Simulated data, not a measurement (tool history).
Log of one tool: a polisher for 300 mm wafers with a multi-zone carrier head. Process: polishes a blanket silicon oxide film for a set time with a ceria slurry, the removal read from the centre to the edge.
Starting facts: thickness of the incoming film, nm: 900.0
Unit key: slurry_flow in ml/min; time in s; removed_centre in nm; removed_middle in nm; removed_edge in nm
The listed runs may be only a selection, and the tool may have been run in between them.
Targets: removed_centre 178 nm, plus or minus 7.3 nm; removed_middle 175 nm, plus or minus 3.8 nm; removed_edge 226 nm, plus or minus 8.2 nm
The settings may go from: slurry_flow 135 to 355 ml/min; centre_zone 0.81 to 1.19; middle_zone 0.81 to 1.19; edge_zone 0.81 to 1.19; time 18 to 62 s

run 1 day=0 | slurry_flow=225 centre_zone=1 middle_zone=1 edge_zone=1 time=40 | removed_centre=195 removed_middle=192.47 removed_edge=198.63
run 2 day=0.221 | slurry_flow=225 centre_zone=1 middle_zone=1 edge_zone=1.08 time=40 | removed_centre=191.99 removed_middle=192.11 removed_edge=201.56
run 3 day=0.4 | slurry_flow=215 centre_zone=0.98 middle_zone=0.98 edge_zone=1.09 time=41 | removed_centre=190.03 removed_middle=192.99 removed_edge=211.68
run 4 day=0.446 | slurry_flow=215 centre_zone=0.95 middle_zone=0.98 edge_zone=1.09 time=41 | removed_centre=190.72 removed_middle=191.33 removed_edge=213.15
run 5 day=0.662 | slurry_flow=215 centre_zone=0.95 middle_zone=0.98 edge_zone=1.05 time=41 | removed_centre=190.29 removed_middle=192.35 removed_edge=206.06
run 6 day=1.004 | slurry_flow=210 centre_zone=0.94 middle_zone=0.97 edge_zone=1.06 time=41 | removed_centre=181.61 removed_middle=190.26 removed_edge=206.17
run 7 day=1.225 | slurry_flow=205 centre_zone=0.94 middle_zone=0.95 edge_zone=1.07 time=41 | removed_centre=187.65 removed_middle=184.83 removed_edge=208.46
run 8 day=1.408 | slurry_flow=200 centre_zone=0.93 middle_zone=0.94 edge_zone=1.08 time=41 | removed_centre=187.33 removed_middle=181.7 removed_edge=206.66
run 9 day=1.642 | slurry_flow=200 centre_zone=0.92 middle_zone=0.93 edge_zone=1.09 time=41 | removed_centre=179.85 removed_middle=182.84 removed_edge=213.4
run 10 day=1.771 | slurry_flow=195 centre_zone=0.92 middle_zone=0.92 edge_zone=1.1 time=41 | removed_centre=178.1 removed_middle=180.27 removed_edge=206.87
run 11 day=1.912 | slurry_flow=195 centre_zone=0.92 middle_zone=0.91 edge_zone=1.11 time=41 | removed_centre=179.28 removed_middle=176.09 removed_edge=213.59
run 12 day=2.204 | slurry_flow=195 centre_zone=0.92 middle_zone=0.91 edge_zone=1.12 time=41 | removed_centre=180.45 removed_middle=178.88 removed_edge=213.1
run 13 day=2.325 | slurry_flow=195 centre_zone=0.92 middle_zone=0.9 edge_zone=1.13 time=41 | removed_centre=179.38 removed_middle=176.39 removed_edge=214.53
run 14 day=2.604 | slurry_flow=195 centre_zone=0.92 middle_zone=0.9 edge_zone=1.14 time=41 | removed_centre=181.8 removed_middle=175.75 removed_edge=215.74

Below are 5 possible settings for the next run. Only one of them brings all results inside the allowed miss of their targets. Which is it?
run A day=2.883 | slurry_flow=175 centre_zone=1.11 middle_zone=0.99 edge_zone=1.09 time=38 | removed_centre=? removed_middle=? removed_edge=?
run B day=2.883 | slurry_flow=180 centre_zone=0.94 middle_zone=0.93 edge_zone=1.13 time=39 | removed_centre=? removed_middle=? removed_edge=?
run C day=2.883 | slurry_flow=245 centre_zone=0.94 middle_zone=0.93 edge_zone=1.09 time=39 | removed_centre=? removed_middle=? removed_edge=?
run D day=2.883 | slurry_flow=295 centre_zone=0.84 middle_zone=0.83 edge_zone=1.16 time=41 | removed_centre=? removed_middle=? removed_edge=?
run E day=2.883 | slurry_flow=170 centre_zone=0.91 middle_zone=0.98 edge_zone=0.98 time=40 | removed_centre=? removed_middle=? removed_edge=?

move=A removed_centre=194.18 removed_middle=173.74 removed_edge=189.51
move=B removed_centre=172.79 removed_middle=170.23 removed_edge=199.02
move=C removed_centre=182.23 removed_middle=178.57 removed_edge=202.47
move=D removed_centre=177.62 removed_middle=174.66 removed_edge=223.65
move=E removed_centre=170.18 removed_middle=180.5 removed_edge=188.58
A: the biggest miss grows against the last run
B: the biggest miss grows against the last run
C: the biggest miss grows against the last run
D: all results land within tolerance of their targets
E: the biggest miss grows against the last run
Go with D: it meets all targets.
